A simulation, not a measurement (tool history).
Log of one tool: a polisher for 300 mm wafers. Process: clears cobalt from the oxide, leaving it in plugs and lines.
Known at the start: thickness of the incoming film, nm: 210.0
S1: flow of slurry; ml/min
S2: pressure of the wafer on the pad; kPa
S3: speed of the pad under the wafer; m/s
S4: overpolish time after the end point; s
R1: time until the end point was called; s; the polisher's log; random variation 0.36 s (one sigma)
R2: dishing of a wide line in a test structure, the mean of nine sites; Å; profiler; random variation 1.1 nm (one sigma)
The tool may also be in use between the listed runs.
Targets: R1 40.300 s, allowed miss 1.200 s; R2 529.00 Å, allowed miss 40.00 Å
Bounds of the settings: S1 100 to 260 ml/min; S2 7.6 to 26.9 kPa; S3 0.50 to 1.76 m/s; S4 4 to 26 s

run,hour,S1,S2,S3,S4,R1,R2
1,0.0,165,17.2,1.12,13,28.474,529.30
2,3.0,165,17.2,1.12,17,28.079,558.65
3,9.2,190,17.2,1.12,17,26.750,555.13
4,12.5,180,16.5,1.12,17,28.811,561.06
5,14.8,170,15.9,1.12,17,30.196,539.33
6,23.7,170,15.9,1.12,22,30.104,609.46
7,28.4,170,15.9,1.12,22,30.212,576.64
8,36.0,160,15.2,1.12,22,31.863,563.94
9,40.9,130,11.0,1.12,23,45.570,532.13
10,47.1,140,11.0,1.12,23,44.303,524.00
11,47.9,145,11.0,1.12,23,44.514,536.03
12,54.0,150,11.0,1.12,23,43.994,552.17
13,62.2,155,11.0,1.12,22,44.437,532.01
14,66.9,160,11.0,1.12,22,42.957,512.91
15,68.0,165,11.0,1.12,22,42.458,531.20
16,73.4,170,11.0,1.12,22,42.494,527.04
17,76.7,175,11.0,1.12,22,42.766,545.52

5 next moves are on the table. One of them brings every result within its allowed miss. Which?
A,80.0,195,13.1,0.92,20,?,?
B,80.0,165,13.1,0.88,26,?,?
C,80.0,260,11.7,0.96,21,?,?
D,80.0,190,11.0,1.06,25,?,?
E,80.0,185,10.3,1.24,21,?,?

move,R1,R2
A,43.085,500.78
B,46.172,541.16
C,44.401,505.20
D,44.463,540.77
E,40.768,522.65
A: further off than the last run
B: further off than the last run
C: further off than the last run
D: further off than the last run
E: meets every target
Move E is the one to make.

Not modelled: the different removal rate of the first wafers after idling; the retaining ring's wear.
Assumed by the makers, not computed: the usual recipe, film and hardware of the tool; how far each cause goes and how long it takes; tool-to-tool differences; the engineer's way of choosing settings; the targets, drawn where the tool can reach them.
